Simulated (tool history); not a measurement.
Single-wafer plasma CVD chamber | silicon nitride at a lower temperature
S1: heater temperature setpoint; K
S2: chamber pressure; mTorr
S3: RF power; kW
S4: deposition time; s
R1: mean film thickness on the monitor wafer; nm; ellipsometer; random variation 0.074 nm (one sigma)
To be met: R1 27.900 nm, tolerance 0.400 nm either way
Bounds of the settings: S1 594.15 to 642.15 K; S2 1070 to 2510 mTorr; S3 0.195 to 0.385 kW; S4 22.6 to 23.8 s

run 1 day=0.000 | S1=618.15 S2=1790 S3=0.290 S4=23.8 | R1=31.617
run 2 day=0.317 | S1=618.15 S2=1790 S3=0.290 S4=23.8 | R1=31.356
run 3 day=0.400 | S1=618.15 S2=1790 S3=0.275 S4=23.8 | R1=29.739
run 4 day=0.679 | S1=618.15 S2=1710 S3=0.275 S4=23.8 | R1=29.685
run 5 day=0.846 | S1=613.15 S2=1710 S3=0.275 S4=23.8 | R1=29.577
run 6 day=1.112 | S1=613.15 S2=1640 S3=0.275 S4=23.8 | R1=29.111
run 7 day=1.317 | S1=613.15 S2=1590 S3=0.275 S4=23.8 | R1=29.048
run 8 day=1.621 | S1=613.15 S2=1540 S3=0.275 S4=23.8 | R1=28.634
-- day=1.671 capacitance manometer re-zeroed and calibrated
run 9 day=1.671 | S1=613.15 S2=1390 S3=0.275 S4=23.8 | R1=27.164

Exactly one of the 4 candidate moves below puts every result within its allowed miss. Which one?
run A day=1.721 | S1=608.15 S2=1450 S3=0.265 S4=23.4 | R1=?
run B day=1.721 | S1=611.15 S2=1260 S3=0.295 S4=22.7 | R1=?
run C day=1.721 | S1=612.15 S2=1510 S3=0.275 S4=23.7 | R1=?
run D day=1.721 | S1=600.15 S2=1910 S3=0.280 S4=22.6 | R1=?

move=A R1=26.160
move=B R1=26.963
move=C R1=27.841
move=D R1=29.164
A: moves away from the targets compared with the last run
B: moves away from the targets compared with the last run
C: all results land within tolerance of their targets
D: the result that was furthest off in the last run now lies on the other side of its target
Correct choice: C, which meets every target
